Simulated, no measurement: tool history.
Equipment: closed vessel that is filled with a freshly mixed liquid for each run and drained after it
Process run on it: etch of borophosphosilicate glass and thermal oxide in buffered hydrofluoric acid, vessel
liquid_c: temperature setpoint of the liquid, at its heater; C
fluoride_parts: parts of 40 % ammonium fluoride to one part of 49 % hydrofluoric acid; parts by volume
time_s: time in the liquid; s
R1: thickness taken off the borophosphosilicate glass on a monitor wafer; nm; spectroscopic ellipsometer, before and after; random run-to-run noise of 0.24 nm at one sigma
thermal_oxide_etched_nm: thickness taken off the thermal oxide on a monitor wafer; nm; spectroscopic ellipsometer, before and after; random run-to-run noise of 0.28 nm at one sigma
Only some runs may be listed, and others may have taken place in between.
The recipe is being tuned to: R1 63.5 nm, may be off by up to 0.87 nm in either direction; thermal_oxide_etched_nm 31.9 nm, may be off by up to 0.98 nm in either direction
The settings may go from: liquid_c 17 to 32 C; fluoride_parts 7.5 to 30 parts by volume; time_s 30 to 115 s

Run 1, hour 0: liquid_c 24 C, fluoride_parts 22 parts by volume, time_s 60 s. Result: R1 69.45 nm, thermal_oxide_etched_nm 34.657 nm.
Run 2, hour 8.7: liquid_c 23.5 C, fluoride_parts 22 parts by volume, time_s 60 s. Result: R1 67.232 nm, thermal_oxide_etched_nm 33.294 nm.
Run 3, hour 12.5: liquid_c 23 C, fluoride_parts 22 parts by volume, time_s 60 s. Result: R1 65.443 nm, thermal_oxide_etched_nm 32.475 nm.
Run 4, hour 14.3: liquid_c 23 C, fluoride_parts 22 parts by volume, time_s 35 s. Result: R1 38.283 nm, thermal_oxide_etched_nm 18.87 nm.
Run 5, hour 22.9: liquid_c 24.5 C, fluoride_parts 22 parts by volume, time_s 35 s. Result: R1 41.508 nm, thermal_oxide_etched_nm 20.74 nm.
Run 6, hour 28.4: liquid_c 24.5 C, fluoride_parts 16 parts by volume, time_s 35 s. Result: R1 55.33 nm, thermal_oxide_etched_nm 27.188 nm.
Run 7, hour 31.1: liquid_c 25 C, fluoride_parts 16 parts by volume, time_s 35 s. Result: R1 56.723 nm, thermal_oxide_etched_nm 28.576 nm.
Run 8, hour 37: liquid_c 25.5 C, fluoride_parts 16 parts by volume, time_s 35 s. Result: R1 58.275 nm, thermal_oxide_etched_nm 29.218 nm.
Run 9, hour 39.8: liquid_c 26 C, fluoride_parts 16 parts by volume, time_s 35 s. Result: R1 59.571 nm, thermal_oxide_etched_nm 29.672 nm.
Run 10, hour 41.7: liquid_c 26.5 C, fluoride_parts 16 parts by volume, time_s 35 s. Result: R1 61.426 nm, thermal_oxide_etched_nm 31.015 nm.

Consider the 5 candidate settings below. Which is the only one whose results all fall within their allowed miss of target?
Run A, hour 43.6: liquid_c 26 C, fluoride_parts 19.5 parts by volume, time_s 45 s. Result: R1 ?, thermal_oxide_etched_nm ?.
Run B, hour 43.6: liquid_c 22 C, fluoride_parts 14.5 parts by volume, time_s 40 s. Result: R1 ?, thermal_oxide_etched_nm ?.
Run C, hour 43.6: liquid_c 20.5 C, fluoride_parts 11.5 parts by volume, time_s 35 s. Result: R1 ?, thermal_oxide_etched_nm ?.
Run D, hour 43.6: liquid_c 18 C, fluoride_parts 13 parts by volume, time_s 45 s. Result: R1 ?, thermal_oxide_etched_nm ?.
Run E, hour 43.6: liquid_c 18.5 C, fluoride_parts 8.5 parts by volume, time_s 30 s. Result: R1 ?, thermal_oxide_etched_nm ?.

move      R1  thermal_oxide_etched_nm
   A  63.121                    31.21
   B  60.553                   29.842
   C  61.318                   30.149
   D  60.799                   29.865
   E  61.477                   30.096
A: meets every target
B: misses by more than the last run did
C: misses by more than the last run did
D: misses by more than the last run did
E: no nearer and no further than the last run
Answer: A

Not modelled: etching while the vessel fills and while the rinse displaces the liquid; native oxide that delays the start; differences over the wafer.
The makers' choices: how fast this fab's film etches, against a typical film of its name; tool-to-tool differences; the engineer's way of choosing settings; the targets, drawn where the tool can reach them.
